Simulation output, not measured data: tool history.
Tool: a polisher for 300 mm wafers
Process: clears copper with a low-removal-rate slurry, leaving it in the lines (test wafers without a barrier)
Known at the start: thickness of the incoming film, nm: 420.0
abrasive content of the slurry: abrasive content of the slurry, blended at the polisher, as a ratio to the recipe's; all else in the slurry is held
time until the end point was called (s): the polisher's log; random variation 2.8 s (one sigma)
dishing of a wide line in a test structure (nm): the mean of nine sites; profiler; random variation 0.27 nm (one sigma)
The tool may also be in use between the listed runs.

run  hour  flow of slurry (ml/min)  pressure of the wafer on the pad (psi)  speed of the pad under the wafer (m/s)  abrasive content of the slurry  overpolish time after the end point (s)  time until the end point was called (s)  dishing of a wide line in a test structure (nm)
  1     0                      155                                     2.8                                    0.98                               1                                       16                                   118.11                                            23.18
  2   6.7                      155                                     2.6                                    0.98                               1                                       17                                   129.56                                           23.187
  3  10.9                      155                                     2.6                                    0.98                             0.9                                       17                                   132.31                                           22.803
  4  12.2                      155                                     2.6                                    0.98                             0.9                                       20                                   133.46                                           25.153
  5  17.5                      155                                     2.6                                    0.98                             0.9                                       25                                   130.56                                           27.651
  6  23.1                      155                                     2.6                                    0.98                             0.9                                       29                                   132.34                                           28.811

Run 7 comes next. What will it give?
  7    24                      150                                     1.8                                    0.96                             0.9                                       21                                        ?                                                ?

time until the end point was called (s): 183.86
dishing of a wide line in a test structure (nm): 20.201

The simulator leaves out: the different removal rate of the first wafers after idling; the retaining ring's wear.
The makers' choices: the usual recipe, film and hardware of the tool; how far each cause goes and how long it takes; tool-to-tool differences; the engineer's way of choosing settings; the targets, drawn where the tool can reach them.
